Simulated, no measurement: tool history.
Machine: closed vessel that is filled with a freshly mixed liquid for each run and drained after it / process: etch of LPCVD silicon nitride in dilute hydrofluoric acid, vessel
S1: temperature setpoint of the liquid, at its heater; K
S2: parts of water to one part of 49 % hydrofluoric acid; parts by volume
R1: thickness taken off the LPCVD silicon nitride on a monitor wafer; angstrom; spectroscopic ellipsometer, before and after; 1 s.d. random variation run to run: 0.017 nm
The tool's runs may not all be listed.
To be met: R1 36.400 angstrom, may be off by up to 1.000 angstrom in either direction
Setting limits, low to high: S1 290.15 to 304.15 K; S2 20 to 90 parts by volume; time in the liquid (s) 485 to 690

Run 1, day 0.000: S1 296.15 K, S2 50 parts by volume, time in the liquid (s) 690. Result: R1 65.956 angstrom.
Run 2, day 0.317: S1 296.15 K, S2 70 parts by volume, time in the liquid (s) 690. Result: R1 47.506 angstrom.
Run 3, day 0.638: S1 296.15 K, S2 65 parts by volume, time in the liquid (s) 690. Result: R1 50.866 angstrom.
Run 4, day 0.875: S1 296.15 K, S2 65 parts by volume, time in the liquid (s) 690. Result: R1 51.213 angstrom.
Run 5, day 0.988: S1 295.15 K, S2 65 parts by volume, time in the liquid (s) 690. Result: R1 47.498 angstrom.
Run 6, day 1.108: S1 294.65 K, S2 65 parts by volume, time in the liquid (s) 690. Result: R1 45.914 angstrom.
Run 7, day 1.208: S1 294.15 K, S2 65 parts by volume, time in the liquid (s) 690. Result: R1 44.250 angstrom.
Run 8, day 1.404: S1 293.65 K, S2 65 parts by volume, time in the liquid (s) 690. Result: R1 42.910 angstrom.
Run 9, day 1.646: S1 293.15 K, S2 65 parts by volume, time in the liquid (s) 690. Result: R1 41.363 angstrom.
Run 10, day 1.792: S1 292.65 K, S2 65 parts by volume, time in the liquid (s) 690. Result: R1 40.196 angstrom.
Run 11, day 2.175: S1 292.15 K, S2 65 parts by volume, time in the liquid (s) 690. Result: R1 38.748 angstrom.

4 candidate next runs follow, results not yet known. Just one meets every target within its allowed miss. Identify it.
Run A, day 2.558: S1 292.15 K, S2 65 parts by volume, time in the liquid (s) 655. Result: R1 ?.
Run B, day 2.558: S1 293.65 K, S2 70 parts by volume, time in the liquid (s) 690. Result: R1 ?.
Run C, day 2.558: S1 292.65 K, S2 55 parts by volume, time in the liquid (s) 485. Result: R1 ?.
Run D, day 2.558: S1 292.65 K, S2 60 parts by volume, time in the liquid (s) 625. Result: R1 ?.

move      R1
   A  36.493
   B  39.670
   C  32.917
   D  38.975
A: in spec on every target
B: moves away from the targets compared with the last run
C: the result that was furthest off in the last run now lies on the other side of its target
D: moves away from the targets compared with the last run
A meets every target.
